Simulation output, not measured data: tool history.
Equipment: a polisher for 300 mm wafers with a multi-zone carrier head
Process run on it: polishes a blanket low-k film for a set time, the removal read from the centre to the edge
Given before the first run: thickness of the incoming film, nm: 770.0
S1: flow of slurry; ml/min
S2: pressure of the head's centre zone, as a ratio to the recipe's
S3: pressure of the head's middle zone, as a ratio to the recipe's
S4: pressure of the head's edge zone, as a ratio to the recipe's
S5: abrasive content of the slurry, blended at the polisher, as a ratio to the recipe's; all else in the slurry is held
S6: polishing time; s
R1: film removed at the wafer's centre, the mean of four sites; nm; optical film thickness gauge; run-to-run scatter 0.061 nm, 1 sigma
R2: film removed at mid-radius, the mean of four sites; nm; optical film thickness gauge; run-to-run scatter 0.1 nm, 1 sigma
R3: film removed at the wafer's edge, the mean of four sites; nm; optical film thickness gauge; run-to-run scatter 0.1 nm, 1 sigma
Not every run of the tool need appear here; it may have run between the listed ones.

run	hour	S1	S2	S3	S4	S5	S6	R1	R2	R3
1	0	300	1	1	1	1	38	12.212	12.019	11.981
2	7.9	300	1	1	1	1	46	14.761	14.48	14.686
3	14.6	295	0.97	0.99	1	0.9	43	13.061	12.846	12.913
4	18	285	0.94	1	1.03	0.85	40	11.285	11.742	12.132
5	19.3	310	0.94	1	1.03	0.85	40	11.418	12.106	12.304
6	27	240	0.94	1	1.03	0.85	40	10.984	11.781	11.653
7	32.6	235	0.92	0.99	1.03	0.8	38	10.098	10.597	11.059
8	37.3	230	0.91	1	1.02	0.75	36	9.2496	9.6241	10.306
9	39.8	220	0.9	1.03	1.01	0.7	35	8.5359	9.7317	9.4272
10	42	215	0.89	1.02	1	0.65	34	8.0548	8.9181	8.8943
11	46.2	215	0.88	1.02	0.99	0.6	34	7.7266	8.6519	8.4984
12	54	215	0.87	1.01	0.99	0.6	34	7.6431	8.6503	8.5378
13	62.9	215	0.86	1	0.99	0.6	34	7.4864	8.7541	8.6091
14	67.8	215	0.86	0.98	0.98	0.6	34	7.6023	8.3402	8.724
15	68.6	215	0.85	0.98	0.97	0.6	34	7.5166	8.4353	8.7429

What will run 16 give?
16	77.4	210	0.84	0.98	0.95	0.55	33	?	?	?

R1: 6.8508 nm
R2: 7.8322 nm
R3: 8.0006 nm

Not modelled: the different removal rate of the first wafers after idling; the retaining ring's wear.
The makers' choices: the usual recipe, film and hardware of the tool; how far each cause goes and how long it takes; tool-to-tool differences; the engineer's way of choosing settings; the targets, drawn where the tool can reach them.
